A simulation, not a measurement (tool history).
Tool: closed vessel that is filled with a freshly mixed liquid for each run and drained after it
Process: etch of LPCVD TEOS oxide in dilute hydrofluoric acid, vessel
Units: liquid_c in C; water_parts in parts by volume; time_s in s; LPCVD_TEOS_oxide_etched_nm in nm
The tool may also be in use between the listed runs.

Run 1, hour 0: liquid_c 25 C, water_parts 270 parts by volume, time_s 135 s. Result: LPCVD_TEOS_oxide_etched_nm 12.529 nm.
Run 2, hour 1.3: liquid_c 26.5 C, water_parts 270 parts by volume, time_s 135 s. Result: LPCVD_TEOS_oxide_etched_nm 13.351 nm.
Run 3, hour 5.8: liquid_c 24 C, water_parts 270 parts by volume, time_s 135 s. Result: LPCVD_TEOS_oxide_etched_nm 12.142 nm.
Run 4, hour 11.4: liquid_c 24 C, water_parts 270 parts by volume, time_s 135 s. Result: LPCVD_TEOS_oxide_etched_nm 12.071 nm.
Run 5, hour 18.2: liquid_c 26 C, water_parts 270 parts by volume, time_s 135 s. Result: LPCVD_TEOS_oxide_etched_nm 13.184 nm.
Run 6, hour 27: liquid_c 26 C, water_parts 270 parts by volume, time_s 135 s. Result: LPCVD_TEOS_oxide_etched_nm 13.167 nm.
Run 7, hour 35.2: liquid_c 27 C, water_parts 270 parts by volume, time_s 135 s. Result: LPCVD_TEOS_oxide_etched_nm 13.405 nm.

Forecast run 8:
Run 8, hour 40.5: liquid_c 28.5 C, water_parts 270 parts by volume, time_s 135 s. Result: LPCVD_TEOS_oxide_etched_nm ?.

LPCVD_TEOS_oxide_etched_nm: 14.235 nm
